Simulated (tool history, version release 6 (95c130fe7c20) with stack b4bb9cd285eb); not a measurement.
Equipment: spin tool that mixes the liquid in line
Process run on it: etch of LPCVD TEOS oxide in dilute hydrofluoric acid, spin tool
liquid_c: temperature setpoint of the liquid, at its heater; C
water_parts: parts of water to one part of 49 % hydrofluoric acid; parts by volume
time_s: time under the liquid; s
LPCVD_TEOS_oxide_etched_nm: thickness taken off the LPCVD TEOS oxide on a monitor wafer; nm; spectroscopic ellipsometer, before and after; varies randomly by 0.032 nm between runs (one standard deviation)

Run 1, hour 0.0: liquid_c 21.0 C, water_parts 170 parts by volume, time_s 85 s. Result: LPCVD_TEOS_oxide_etched_nm 10.6090 nm.
Run 2, hour 7.8: liquid_c 21.0 C, water_parts 215 parts by volume, time_s 85 s. Result: LPCVD_TEOS_oxide_etched_nm 8.0280 nm.
Run 3, hour 14.4: liquid_c 21.0 C, water_parts 215 parts by volume, time_s 65 s. Result: LPCVD_TEOS_oxide_etched_nm 6.1048 nm.
Run 4, hour 19.8: liquid_c 23.5 C, water_parts 210 parts by volume, time_s 65 s. Result: LPCVD_TEOS_oxide_etched_nm 6.9072 nm.
Run 5, hour 24.8: liquid_c 20.5 C, water_parts 210 parts by volume, time_s 65 s. Result: LPCVD_TEOS_oxide_etched_nm 6.1674 nm.
Run 6, hour 27.3: liquid_c 23.0 C, water_parts 210 parts by volume, time_s 65 s. Result: LPCVD_TEOS_oxide_etched_nm 6.7865 nm.
Run 7, hour 32.7: liquid_c 24.5 C, water_parts 200 parts by volume, time_s 65 s. Result: LPCVD_TEOS_oxide_etched_nm 7.6219 nm.

The next listed run, before its measurement:
Run 8, hour 39.8: liquid_c 25.5 C, water_parts 195 parts by volume, time_s 65 s. Result: LPCVD_TEOS_oxide_etched_nm ?.

{"run 8": {"LPCVD_TEOS_oxide_etched_nm": 8.1474}}
